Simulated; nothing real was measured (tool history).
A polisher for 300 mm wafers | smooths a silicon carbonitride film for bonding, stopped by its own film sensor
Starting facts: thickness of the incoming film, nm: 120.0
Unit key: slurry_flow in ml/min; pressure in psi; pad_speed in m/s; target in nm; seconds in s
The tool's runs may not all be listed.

{"run": 1, "hour": 0.0, "slurry_flow": 140, "pressure": 1.5, "pad_speed": 1.16, "slurry_solids": 1, "target": 105, "seconds": 81.425}
{"run": 2, "hour": 3.9, "slurry_flow": 145, "pressure": 1.6, "pad_speed": 1.16, "slurry_solids": 1, "target": 105, "seconds": 77.005}
{"run": 3, "hour": 5.7, "slurry_flow": 145, "pressure": 1.7, "pad_speed": 1.16, "slurry_solids": 1, "target": 105, "seconds": 70.716}
{"run": 4, "hour": 7.0, "slurry_flow": 145, "pressure": 1.8, "pad_speed": 1.16, "slurry_solids": 1, "target": 105, "seconds": 69.23}
{"run": 5, "hour": 10.4, "slurry_flow": 145, "pressure": 1.8, "pad_speed": 1.16, "slurry_solids": 0.95, "target": 105, "seconds": 68.744}
{"run": 6, "hour": 18.1, "slurry_flow": 145, "pressure": 1.8, "pad_speed": 1.16, "slurry_solids": 0.95, "target": 105, "seconds": 67.931}
{"run": 7, "hour": 24.8, "slurry_flow": 145, "pressure": 1.9, "pad_speed": 1.16, "slurry_solids": 0.95, "target": 105, "seconds": 66.831}

What does the tool deliver on the next run?
{"run": 8, "hour": 32.4, "slurry_flow": 150, "pressure": 2, "pad_speed": 1.16, "slurry_solids": 0.95, "target": 105, "seconds": "?"}

seconds: 62.393 s

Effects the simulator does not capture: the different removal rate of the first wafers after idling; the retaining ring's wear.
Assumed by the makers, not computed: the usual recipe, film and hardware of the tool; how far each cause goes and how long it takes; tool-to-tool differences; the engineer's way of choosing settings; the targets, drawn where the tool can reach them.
